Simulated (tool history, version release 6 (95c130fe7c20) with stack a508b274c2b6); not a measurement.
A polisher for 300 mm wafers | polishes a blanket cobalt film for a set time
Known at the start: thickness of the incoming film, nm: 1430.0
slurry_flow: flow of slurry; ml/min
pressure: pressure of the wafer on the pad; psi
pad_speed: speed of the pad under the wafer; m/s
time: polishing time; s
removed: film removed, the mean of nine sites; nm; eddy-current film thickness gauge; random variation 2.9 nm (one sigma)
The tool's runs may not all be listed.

run,day,slurry_flow,pressure,pad_speed,time,removed
1,0,200,2.5,1.06,106,831.28
2,0.038,200,2.5,1.06,111,881.46
3,0.375,200,2.5,0.84,111,714.82
4,0.65,200,2.5,0.58,111,529.16
5,0.712,195,2.1,0.58,111,441.95
6,0.867,230,2.1,0.58,111,446.67
7,0.917,230,1.9,0.58,111,412.17
8,0.988,230,1.7,0.58,111,369.91
9,1.196,230,1.6,0.58,111,344.89
10,1.35,230,1.6,0.58,111,344.63
11,1.683,225,1.6,0.58,111,344.31

Run 12 comes next. What will it give?
12,2.029,220,1.6,0.58,111,?

removed: 348.12 nm

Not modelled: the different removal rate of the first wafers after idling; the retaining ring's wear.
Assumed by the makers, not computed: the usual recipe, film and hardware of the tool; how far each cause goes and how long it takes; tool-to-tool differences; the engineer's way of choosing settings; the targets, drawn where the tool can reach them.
